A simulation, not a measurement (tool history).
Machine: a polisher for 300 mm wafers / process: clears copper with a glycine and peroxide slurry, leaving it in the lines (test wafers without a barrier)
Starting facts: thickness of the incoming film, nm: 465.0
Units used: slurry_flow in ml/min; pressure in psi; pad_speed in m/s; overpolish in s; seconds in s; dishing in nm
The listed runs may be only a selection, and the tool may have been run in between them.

{"run": 1, "hour": 0.0, "slurry_flow": 190, "pressure": 3.4, "pad_speed": 0.9, "overpolish": 11, "seconds": 74.42, "dishing": 50.323}
{"run": 2, "hour": 5.5, "slurry_flow": 190, "pressure": 3.3, "pad_speed": 0.9, "overpolish": 12, "seconds": 75.307, "dishing": 52.326}
{"run": 3, "hour": 8.4, "slurry_flow": 190, "pressure": 3.2, "pad_speed": 0.9, "overpolish": 13, "seconds": 76.622, "dishing": 54.76}
{"run": 4, "hour": 12.1, "slurry_flow": 190, "pressure": 3.1, "pad_speed": 0.9, "overpolish": 14, "seconds": 79.255, "dishing": 56.111}
{"run": 5, "hour": 16.4, "slurry_flow": 190, "pressure": 3.0, "pad_speed": 0.9, "overpolish": 15, "seconds": 82.264, "dishing": 58.694}
{"run": 6, "hour": 20.8, "slurry_flow": 190, "pressure": 3.0, "pad_speed": 0.78, "overpolish": 15, "seconds": 88.025, "dishing": 54.15}
{"run": 7, "hour": 22.2, "slurry_flow": 180, "pressure": 2.8, "pad_speed": 0.78, "overpolish": 17, "seconds": 92.994, "dishing": 57.405}

Predict the results of run 8:
{"run": 8, "hour": 24.5, "slurry_flow": 180, "pressure": 2.7, "pad_speed": 0.78, "overpolish": 18, "seconds": "?", "dishing": "?"}

Run 8 came out at seconds 95.805 s, dishing 59.426 nm.

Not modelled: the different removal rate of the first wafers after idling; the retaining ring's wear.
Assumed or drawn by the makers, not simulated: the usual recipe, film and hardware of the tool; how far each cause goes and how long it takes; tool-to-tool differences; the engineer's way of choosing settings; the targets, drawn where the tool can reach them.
